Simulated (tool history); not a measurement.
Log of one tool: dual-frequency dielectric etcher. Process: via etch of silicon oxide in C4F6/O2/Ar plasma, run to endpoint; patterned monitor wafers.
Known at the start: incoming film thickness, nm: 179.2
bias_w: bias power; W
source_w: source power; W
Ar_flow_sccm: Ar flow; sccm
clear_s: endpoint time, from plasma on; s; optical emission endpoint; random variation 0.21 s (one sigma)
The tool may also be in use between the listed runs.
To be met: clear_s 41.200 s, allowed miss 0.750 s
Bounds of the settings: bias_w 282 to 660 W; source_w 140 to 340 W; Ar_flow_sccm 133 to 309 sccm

run 1 day=0.000 | bias_w=471 source_w=240 Ar_flow_sccm=221 | clear_s=50.326
run 2 day=0.079 | bias_w=471 source_w=230 Ar_flow_sccm=221 | clear_s=51.392
run 3 day=0.238 | bias_w=471 source_w=230 Ar_flow_sccm=188 | clear_s=50.590
run 4 day=0.467 | bias_w=471 source_w=250 Ar_flow_sccm=188 | clear_s=48.116
run 5 day=0.746 | bias_w=514 source_w=250 Ar_flow_sccm=188 | clear_s=47.012
run 6 day=0.871 | bias_w=514 source_w=250 Ar_flow_sccm=207 | clear_s=47.113
run 7 day=1.096 | bias_w=548 source_w=250 Ar_flow_sccm=207 | clear_s=45.563
run 8 day=1.346 | bias_w=573 source_w=250 Ar_flow_sccm=207 | clear_s=45.075
run 9 day=1.654 | bias_w=593 source_w=250 Ar_flow_sccm=206 | clear_s=44.862
run 10 day=1.812 | bias_w=608 source_w=260 Ar_flow_sccm=205 | clear_s=43.437

4 next moves are on the table. One of them brings every result within its allowed miss. Which?
run A day=1.971 | bias_w=650 source_w=250 Ar_flow_sccm=213 | clear_s=?
run B day=1.971 | bias_w=554 source_w=250 Ar_flow_sccm=219 | clear_s=?
run C day=1.971 | bias_w=660 source_w=290 Ar_flow_sccm=196 | clear_s=?
run D day=1.971 | bias_w=660 source_w=270 Ar_flow_sccm=224 | clear_s=?

move=A clear_s=42.984
move=B clear_s=45.777
move=C clear_s=39.040
move=D clear_s=41.187
A: nearer than the last run, and not there yet
B: further off than the last run
C: takes the result that was furthest off past its target
D: meets every target
Answer: D
